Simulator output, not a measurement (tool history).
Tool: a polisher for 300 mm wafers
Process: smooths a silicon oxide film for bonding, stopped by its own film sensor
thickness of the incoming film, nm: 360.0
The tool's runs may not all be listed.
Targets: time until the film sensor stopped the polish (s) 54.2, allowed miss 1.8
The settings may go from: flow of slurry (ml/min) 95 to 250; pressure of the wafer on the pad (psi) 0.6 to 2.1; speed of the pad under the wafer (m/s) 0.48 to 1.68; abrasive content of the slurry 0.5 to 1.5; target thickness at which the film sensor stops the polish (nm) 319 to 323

run,day,flow of slurry (ml/min),pressure of the wafer on the pad (psi),speed of the pad under the wafer (m/s),abrasive content of the slurry,target thickness at which the film sensor stops the polish (nm),time until the film sensor stopped the polish (s)
1,0,160,1.3,1.08,1,319,88.399
2,0.346,160,1.3,0.88,1,319,103.74
3,0.688,160,1.3,0.88,0.85,319,109.56
4,0.883,195,1.3,0.88,0.85,319,107.28
5,1.221,195,1.3,0.88,0.75,319,111.33
6,1.529,195,1.1,0.88,0.75,319,133.97
7,1.717,195,1.1,0.88,0.75,319,131.55
8,2.038,195,1.4,0.92,0.75,319,103.13
9,2.371,195,1.6,0.98,0.75,319,85.707
10,2.5,195,1.8,1.02,0.75,319,73.516
11,2.55,195,1.9,1.06,0.75,319,67.374
12,2.733,195,2,1.1,0.75,319,61.787

Which of these 5 next moves meets every target?
A,2.917,190,2.1,1.08,0.8,322,?
B,2.917,210,2.1,1.18,0.75,323,?
C,2.917,195,2.1,1.16,0.75,323,?
D,2.917,205,1.9,1.14,0.7,321,?
E,2.917,185,2,0.96,0.85,323,?

move,time until the film sensor stopped the polish (s)
A,53.936
B,49.601
C,50.797
D,61.289
E,59.242
A: meets every target
B: takes the result that was furthest off past its target
C: takes the result that was furthest off past its target
D: nearer than the last run, and not there yet
E: nearer than the last run, and not there yet
The right move is A.
